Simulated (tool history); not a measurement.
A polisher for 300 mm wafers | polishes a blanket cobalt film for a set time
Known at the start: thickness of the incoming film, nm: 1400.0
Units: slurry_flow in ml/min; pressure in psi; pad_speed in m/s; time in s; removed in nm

| run | hour | slurry_flow | pressure | pad_speed | time | removed |
|---|---|---|---|---|---|---|
| 1 | 0.0 | 170 | 2.1 | 1.00 | 53 | 236.380 |
| 2 | 6.2 | 170 | 2.0 | 1.00 | 53 | 221.450 |
| 3 | 12.9 | 170 | 1.5 | 1.00 | 53 | 171.560 |
| 4 | 21.5 | 170 | 1.0 | 1.00 | 53 | 114.570 |
| 5 | 25.1 | 170 | 1.0 | 0.78 | 53 | 97.066 |
| 6 | 25.8 | 170 | 1.0 | 1.00 | 53 | 113.830 |
| 7 | 32.0 | 170 | 1.1 | 1.00 | 53 | 126.890 |
| 8 | 33.7 | 175 | 1.2 | 1.00 | 53 | 137.840 |

Run 9 comes next. What will it give?
| 9 | 37.6 | 180 | 1.2 | 1.00 | 53 | ? |

removed: 139.040 nm

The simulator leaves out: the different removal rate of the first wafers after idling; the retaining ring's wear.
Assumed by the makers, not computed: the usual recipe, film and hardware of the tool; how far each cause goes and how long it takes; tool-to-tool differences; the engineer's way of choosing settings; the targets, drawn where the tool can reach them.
